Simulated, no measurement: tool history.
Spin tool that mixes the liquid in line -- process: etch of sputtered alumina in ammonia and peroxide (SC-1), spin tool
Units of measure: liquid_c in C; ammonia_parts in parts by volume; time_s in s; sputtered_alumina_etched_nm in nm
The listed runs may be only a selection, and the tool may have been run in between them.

run	hour	liquid_c	ammonia_parts	time_s	sputtered_alumina_etched_nm
1	0	57	0.85	15	1.2399
2	6.4	57.5	0.85	15	1.2872
3	11.8	58	0.85	15	1.3037
4	13	58	0.85	15	1.3042
5	20.8	58	0.85	15	1.3162
6	29.6	58	1.05	15	1.3455

Predict the results of run 7:
7	36	58.5	1.05	15	?

{"run 7": {"sputtered_alumina_etched_nm": 1.3753}}
